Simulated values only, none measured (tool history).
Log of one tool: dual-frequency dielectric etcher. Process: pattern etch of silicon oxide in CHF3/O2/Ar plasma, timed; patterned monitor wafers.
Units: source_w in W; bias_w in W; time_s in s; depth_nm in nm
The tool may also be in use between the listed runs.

run	hour	source_w	bias_w	time_s	depth_nm
1	0.0	570	205	254.0	520.80
2	7.0	530	192	250.0	477.50
3	8.6	580	192	250.0	508.12
4	17.0	550	185	248.5	484.26
5	23.0	550	160	248.5	469.02
6	27.2	480	160	248.5	426.79
7	35.8	460	159	248.5	410.25
8	37.8	450	158	248.5	406.30
9	43.5	360	140	245.0	321.58
10	45.5	370	141	245.0	335.08

Forecast run 11:
11	51.9	380	141	245.0	?

Run 11 gave depth_nm 342.82 nm.
